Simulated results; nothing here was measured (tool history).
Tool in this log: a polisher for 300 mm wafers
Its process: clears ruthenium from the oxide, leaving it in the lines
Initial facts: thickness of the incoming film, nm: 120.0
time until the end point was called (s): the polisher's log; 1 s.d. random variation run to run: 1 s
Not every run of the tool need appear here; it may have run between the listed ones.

run,day,flow of slurry (ml/min),pressure of the wafer on the pad (kPa),speed of the pad under the wafer (m/s),overpolish time after the end point (s),time until the end point was called (s)
1,0,220,16.5,0.78,7,130.86
2,0.254,220,16.5,0.78,5,126.09
3,0.617,220,20,0.78,5,114.63
4,0.792,220,20,0.78,7,114.61
5,1.104,170,20,0.78,7,114.68
6,1.371,170,20.7,0.8,7,110.37
7,1.562,170,21.4,0.82,7,103.64
8,1.779,170,21.4,0.82,7,103.23
9,1.933,170,22.1,0.84,7,98.909
10,2.112,170,22.8,0.86,7,93.29
11,2.2,170,22.8,0.88,7,93.039

Predict the results of run 12:
12,2.429,170,22.8,0.9,7,?

Logged for run 12: time until the end point was called (s) 91.212.
